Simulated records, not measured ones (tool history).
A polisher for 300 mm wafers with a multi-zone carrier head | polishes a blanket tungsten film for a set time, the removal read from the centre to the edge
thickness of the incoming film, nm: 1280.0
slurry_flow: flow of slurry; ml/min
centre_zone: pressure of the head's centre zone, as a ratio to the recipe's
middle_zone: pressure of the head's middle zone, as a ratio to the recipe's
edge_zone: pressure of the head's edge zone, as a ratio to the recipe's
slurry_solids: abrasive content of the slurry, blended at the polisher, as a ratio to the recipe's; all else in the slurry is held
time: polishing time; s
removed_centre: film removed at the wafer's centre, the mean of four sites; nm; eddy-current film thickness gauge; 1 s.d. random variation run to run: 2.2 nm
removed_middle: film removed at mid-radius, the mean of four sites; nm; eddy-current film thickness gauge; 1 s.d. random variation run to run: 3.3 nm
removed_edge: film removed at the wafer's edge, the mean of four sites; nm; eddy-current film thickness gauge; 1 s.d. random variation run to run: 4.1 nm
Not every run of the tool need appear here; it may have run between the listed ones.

run 1 hour=0.0 | slurry_flow=135 centre_zone=1.00 middle_zone=1.00 edge_zone=1.00 slurry_solids=1.00 time=87 | removed_centre=449.66 removed_middle=443.43 removed_edge=462.40
run 2 hour=5.3 | slurry_flow=135 centre_zone=1.00 middle_zone=1.00 edge_zone=1.00 slurry_solids=1.00 time=97 | removed_centre=503.15 removed_middle=492.18 removed_edge=515.87
run 3 hour=8.3 | slurry_flow=135 centre_zone=1.00 middle_zone=1.00 edge_zone=0.94 slurry_solids=1.00 time=97 | removed_centre=498.25 removed_middle=493.57 removed_edge=505.87
run 4 hour=9.6 | slurry_flow=135 centre_zone=1.00 middle_zone=1.00 edge_zone=0.94 slurry_solids=0.85 time=97 | removed_centre=488.38 removed_middle=475.24 removed_edge=479.37
run 5 hour=17.6 | slurry_flow=135 centre_zone=1.00 middle_zone=0.99 edge_zone=0.92 slurry_solids=0.80 time=93 | removed_centre=465.52 removed_middle=445.92 removed_edge=455.29
run 6 hour=24.3 | slurry_flow=135 centre_zone=1.00 middle_zone=0.99 edge_zone=0.99 slurry_solids=0.80 time=93 | removed_centre=458.03 removed_middle=447.47 removed_edge=467.36
run 7 hour=26.8 | slurry_flow=135 centre_zone=1.00 middle_zone=0.99 edge_zone=0.96 slurry_solids=0.75 time=90 | removed_centre=442.57 removed_middle=429.65 removed_edge=441.36
run 8 hour=29.4 | slurry_flow=130 centre_zone=1.00 middle_zone=0.99 edge_zone=0.93 slurry_solids=0.70 time=87 | removed_centre=415.63 removed_middle=401.65 removed_edge=408.55

Expected results for the next run?
run 9 hour=32.5 | slurry_flow=125 centre_zone=1.00 middle_zone=0.99 edge_zone=0.91 slurry_solids=0.65 time=86 | removed_centre=? removed_middle=? removed_edge=?

removed_centre: 400.23 nm
removed_middle: 394.74 nm
removed_edge: 398.74 nm
